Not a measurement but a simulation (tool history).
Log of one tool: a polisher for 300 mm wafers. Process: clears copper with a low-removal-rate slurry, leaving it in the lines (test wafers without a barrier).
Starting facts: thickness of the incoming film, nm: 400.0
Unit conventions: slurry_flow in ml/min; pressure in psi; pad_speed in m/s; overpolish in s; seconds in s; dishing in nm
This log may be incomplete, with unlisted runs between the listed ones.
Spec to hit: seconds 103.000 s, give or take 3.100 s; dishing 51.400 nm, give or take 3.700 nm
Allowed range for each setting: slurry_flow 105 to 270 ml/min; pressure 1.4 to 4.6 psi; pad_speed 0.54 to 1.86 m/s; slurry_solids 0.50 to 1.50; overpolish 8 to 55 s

run 1 hour=0.0 | slurry_flow=175 pressure=3.0 pad_speed=1.18 slurry_solids=1.00 overpolish=28 | seconds=111.290 dishing=68.298
run 2 hour=6.4 | slurry_flow=180 pressure=3.0 pad_speed=1.18 slurry_solids=1.00 overpolish=26 | seconds=110.030 dishing=62.426
run 3 hour=15.2 | slurry_flow=185 pressure=3.0 pad_speed=1.18 slurry_solids=1.00 overpolish=25 | seconds=107.440 dishing=62.606
run 4 hour=21.2 | slurry_flow=185 pressure=3.0 pad_speed=1.18 slurry_solids=1.20 overpolish=25 | seconds=105.000 dishing=62.368
run 5 hour=25.9 | slurry_flow=185 pressure=3.3 pad_speed=1.18 slurry_solids=1.20 overpolish=25 | seconds=93.974 dishing=70.551
run 6 hour=29.0 | slurry_flow=170 pressure=3.3 pad_speed=1.18 slurry_solids=1.20 overpolish=25 | seconds=96.466 dishing=66.574
run 7 hour=34.3 | slurry_flow=165 pressure=3.3 pad_speed=1.18 slurry_solids=1.20 overpolish=24 | seconds=97.155 dishing=66.758
run 8 hour=39.0 | slurry_flow=160 pressure=3.1 pad_speed=1.18 slurry_solids=1.20 overpolish=13 | seconds=103.780 dishing=38.771
run 9 hour=45.1 | slurry_flow=165 pressure=3.1 pad_speed=1.18 slurry_solids=1.20 overpolish=14 | seconds=101.800 dishing=41.770
run 10 hour=51.3 | slurry_flow=165 pressure=3.1 pad_speed=1.18 slurry_solids=1.20 overpolish=15 | seconds=103.120 dishing=43.330
run 11 hour=52.4 | slurry_flow=165 pressure=3.1 pad_speed=1.18 slurry_solids=1.20 overpolish=15 | seconds=103.710 dishing=42.442
run 12 hour=55.0 | slurry_flow=165 pressure=3.1 pad_speed=1.18 slurry_solids=1.20 overpolish=15 | seconds=103.220 dishing=45.267
run 13 hour=57.4 | slurry_flow=165 pressure=3.1 pad_speed=1.18 slurry_solids=1.20 overpolish=16 | seconds=102.370 dishing=45.525

4 candidate next runs follow, results not yet known. Just one meets every target within its allowed miss. Identify it.
run A hour=59.8 | slurry_flow=215 pressure=2.9 pad_speed=1.22 slurry_solids=1.15 overpolish=19 | seconds=? dishing=?
run B hour=59.8 | slurry_flow=180 pressure=3.4 pad_speed=0.96 slurry_solids=1.20 overpolish=25 | seconds=? dishing=?
run C hour=59.8 | slurry_flow=125 pressure=3.2 pad_speed=1.08 slurry_solids=1.30 overpolish=20 | seconds=? dishing=?
run D hour=59.8 | slurry_flow=120 pressure=3.0 pad_speed=1.26 slurry_solids=1.35 overpolish=25 | seconds=? dishing=?

move=A seconds=103.090 dishing=51.899
move=B seconds=112.090 dishing=60.927
move=C seconds=112.190 dishing=50.979
move=D seconds=103.430 dishing=63.824
A: every result within its allowed miss
B: takes the biggest miss from the last run beyond its target
C: brings the last run's worst result on target, with another outside its allowed miss
D: takes the biggest miss from the last run beyond its target
Go with A: it meets all targets.

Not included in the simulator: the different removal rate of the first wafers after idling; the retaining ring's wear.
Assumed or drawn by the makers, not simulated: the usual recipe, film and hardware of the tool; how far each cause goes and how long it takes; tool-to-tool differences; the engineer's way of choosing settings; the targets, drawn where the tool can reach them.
